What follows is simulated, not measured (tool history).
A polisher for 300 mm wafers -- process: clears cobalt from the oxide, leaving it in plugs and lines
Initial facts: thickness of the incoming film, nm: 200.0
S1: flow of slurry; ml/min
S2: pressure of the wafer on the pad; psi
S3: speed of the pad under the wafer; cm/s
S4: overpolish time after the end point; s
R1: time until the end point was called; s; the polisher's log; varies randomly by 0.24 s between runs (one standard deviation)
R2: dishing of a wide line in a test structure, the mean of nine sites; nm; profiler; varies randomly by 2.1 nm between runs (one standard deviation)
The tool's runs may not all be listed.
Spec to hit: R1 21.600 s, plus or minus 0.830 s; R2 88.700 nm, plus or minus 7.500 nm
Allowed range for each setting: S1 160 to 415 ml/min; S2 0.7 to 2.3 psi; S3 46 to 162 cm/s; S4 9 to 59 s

run  hour   S1   S2   S3  S4      R1      R2
  1   0.0  265  1.5  104  30  40.813  71.742
  2   3.4  265  1.8  104  30  35.516  77.165
  3  10.8  265  1.9  108  29  32.981  78.815
  4  13.0  265  1.9   90  29  39.144  72.214
  5  16.3  265  1.9   90  16  38.798  54.163
  6  24.6  290  1.9   90  16  38.745  52.242
  7  25.3  290  1.9   96  17  36.314  57.277
  8  27.1  290  2.0  100  18  33.317  61.892
  9  35.2  290  2.0  104  19  32.050  61.082
 10  41.8  290  2.0  108  20  30.933  66.518

Pick the move, out of 4, that brings all results within their allowed miss; only one does.
  A  48.4  390  2.3  148  15   ?   ?
  B  48.4  245  1.9   80  23   ?   ?
  C  48.4  355  2.3  134  18   ?   ?
  D  48.4  270  2.3  138  34   ?   ?

move      R1      R2
   A  19.352  70.007
   B  43.434  58.706
   C  21.478  72.184
   D  21.405  84.202
A: the result that was furthest off in the last run now lies on the other side of its target
B: its largest miss is bigger than the last run's
C: gets the furthest-off result to its target, but another result is out of tolerance
D: each result inside its tolerance
D is the move that brings every result within its allowed miss.
